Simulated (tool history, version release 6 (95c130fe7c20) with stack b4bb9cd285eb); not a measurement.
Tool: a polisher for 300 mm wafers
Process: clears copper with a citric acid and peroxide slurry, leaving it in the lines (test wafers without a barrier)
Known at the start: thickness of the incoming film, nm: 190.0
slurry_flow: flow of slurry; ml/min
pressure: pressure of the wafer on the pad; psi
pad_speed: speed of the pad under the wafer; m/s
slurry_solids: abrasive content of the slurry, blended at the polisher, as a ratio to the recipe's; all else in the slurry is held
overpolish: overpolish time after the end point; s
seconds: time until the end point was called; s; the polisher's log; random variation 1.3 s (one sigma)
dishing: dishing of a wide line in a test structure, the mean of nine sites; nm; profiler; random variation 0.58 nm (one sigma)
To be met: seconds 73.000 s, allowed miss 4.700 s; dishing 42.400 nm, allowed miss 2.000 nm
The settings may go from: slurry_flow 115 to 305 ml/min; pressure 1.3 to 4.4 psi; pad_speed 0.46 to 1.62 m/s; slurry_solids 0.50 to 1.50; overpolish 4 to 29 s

Run 1, hour 0.0: slurry_flow 195 ml/min, pressure 2.8 psi, pad_speed 1.04 m/s, slurry_solids 1.00, overpolish 15 s. Result: seconds 73.805 s, dishing 27.142 nm.
Run 2, hour 7.1: slurry_flow 240 ml/min, pressure 2.8 psi, pad_speed 1.04 m/s, slurry_solids 1.00, overpolish 15 s. Result: seconds 74.176 s, dishing 27.632 nm.
Run 3, hour 8.5: slurry_flow 240 ml/min, pressure 2.8 psi, pad_speed 1.04 m/s, slurry_solids 1.00, overpolish 17 s. Result: seconds 73.715 s, dishing 30.687 nm.
Run 4, hour 16.7: slurry_flow 240 ml/min, pressure 2.8 psi, pad_speed 1.04 m/s, slurry_solids 1.00, overpolish 19 s. Result: seconds 73.658 s, dishing 33.865 nm.
Run 5, hour 21.9: slurry_flow 240 ml/min, pressure 2.8 psi, pad_speed 1.04 m/s, slurry_solids 0.90, overpolish 19 s. Result: seconds 73.193 s, dishing 33.657 nm.
Run 6, hour 29.8: slurry_flow 240 ml/min, pressure 3.3 psi, pad_speed 1.04 m/s, slurry_solids 0.90, overpolish 19 s. Result: seconds 64.091 s, dishing 38.052 nm.
Run 7, hour 30.7: slurry_flow 240 ml/min, pressure 3.2 psi, pad_speed 1.04 m/s, slurry_solids 0.90, overpolish 20 s. Result: seconds 64.459 s, dishing 40.031 nm.
Run 8, hour 37.0: slurry_flow 240 ml/min, pressure 3.1 psi, pad_speed 1.04 m/s, slurry_solids 0.90, overpolish 21 s. Result: seconds 65.480 s, dishing 40.379 nm.
Run 9, hour 41.7: slurry_flow 240 ml/min, pressure 3.0 psi, pad_speed 1.04 m/s, slurry_solids 0.90, overpolish 22 s. Result: seconds 68.323 s, dishing 39.976 nm.

5 next moves are on the table. One of them brings every result within its allowed miss. Which?
Run A, hour 46.4: slurry_flow 230 ml/min, pressure 3.1 psi, pad_speed 0.92 m/s, slurry_solids 0.95, overpolish 28 s. Result: seconds ?, dishing ?.
Run B, hour 46.4: slurry_flow 225 ml/min, pressure 3.1 psi, pad_speed 0.96 m/s, slurry_solids 0.80, overpolish 25 s. Result: seconds ?, dishing ?.
Run C, hour 46.4: slurry_flow 240 ml/min, pressure 3.1 psi, pad_speed 0.76 m/s, slurry_solids 0.95, overpolish 28 s. Result: seconds ?, dishing ?.
Run D, hour 46.4: slurry_flow 260 ml/min, pressure 3.0 psi, pad_speed 0.80 m/s, slurry_solids 0.85, overpolish 28 s. Result: seconds ?, dishing ?.
Run E, hour 46.4: slurry_flow 235 ml/min, pressure 3.0 psi, pad_speed 0.96 m/s, slurry_solids 0.95, overpolish 28 s. Result: seconds ?, dishing ?.

move  seconds  dishing
   A   72.229   47.422
   B   72.261   43.075
   C   83.126   42.127
   D   83.490   41.882
   E   71.925   47.476
A: takes the result that was furthest off past its target
B: meets every target
C: brings the result that was furthest off to its target, and leaves another outside
D: brings the result that was furthest off to its target, and leaves another outside
E: takes the result that was furthest off past its target
Move B is the one to make.
